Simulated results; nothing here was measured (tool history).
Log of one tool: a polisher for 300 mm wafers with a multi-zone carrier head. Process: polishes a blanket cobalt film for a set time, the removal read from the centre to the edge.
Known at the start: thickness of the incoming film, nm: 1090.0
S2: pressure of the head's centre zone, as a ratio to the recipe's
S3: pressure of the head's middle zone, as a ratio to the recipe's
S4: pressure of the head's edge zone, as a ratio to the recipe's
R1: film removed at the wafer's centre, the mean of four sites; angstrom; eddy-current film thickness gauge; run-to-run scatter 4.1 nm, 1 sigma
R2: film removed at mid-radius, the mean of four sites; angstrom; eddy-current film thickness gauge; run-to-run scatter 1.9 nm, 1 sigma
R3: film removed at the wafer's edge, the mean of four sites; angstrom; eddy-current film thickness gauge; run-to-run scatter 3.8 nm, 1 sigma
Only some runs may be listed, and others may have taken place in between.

Run 1, hour 0.0: flow of slurry (ml/min) 280, S2 1.00, S3 1.00, S4 1.00, polishing time (s) 79. Result: R1 3020.8 angstrom, R2 3036.0 angstrom, R3 2880.9 angstrom.
Run 2, hour 6.7: flow of slurry (ml/min) 280, S2 0.97, S3 1.00, S4 1.00, polishing time (s) 79. Result: R1 2890.4 angstrom, R2 3010.9 angstrom, R3 2910.0 angstrom.
Run 3, hour 15.5: flow of slurry (ml/min) 275, S2 0.98, S3 0.99, S4 1.00, polishing time (s) 79. Result: R1 2864.0 angstrom, R2 3024.7 angstrom, R3 2883.3 angstrom.
Run 4, hour 20.9: flow of slurry (ml/min) 280, S2 0.99, S3 0.98, S4 1.00, polishing time (s) 79. Result: R1 2947.2 angstrom, R2 3006.3 angstrom, R3 2979.3 angstrom.
Run 5, hour 29.1: flow of slurry (ml/min) 230, S2 0.99, S3 0.98, S4 1.00, polishing time (s) 79. Result: R1 2894.4 angstrom, R2 2954.6 angstrom, R3 2870.8 angstrom.
Run 6, hour 33.7: flow of slurry (ml/min) 230, S2 0.99, S3 0.98, S4 0.94, polishing time (s) 79. Result: R1 2805.0 angstrom, R2 2937.2 angstrom, R3 2825.0 angstrom.
At hour 39.9: worn pad replaced by a new one.
Run 7, hour 39.9: flow of slurry (ml/min) 230, S2 1.00, S3 0.97, S4 0.94, polishing time (s) 79. Result: R1 3110.5 angstrom, R2 3165.4 angstrom, R3 2954.8 angstrom.

What does the tool deliver on the next run?
Run 8, hour 45.9: flow of slurry (ml/min) 230, S2 1.00, S3 0.97, S4 0.96, polishing time (s) 79. Result: R1 ?, R2 ?, R3 ?.

R1: 3155.8 angstrom
R2: 3170.2 angstrom
R3: 3035.6 angstrom
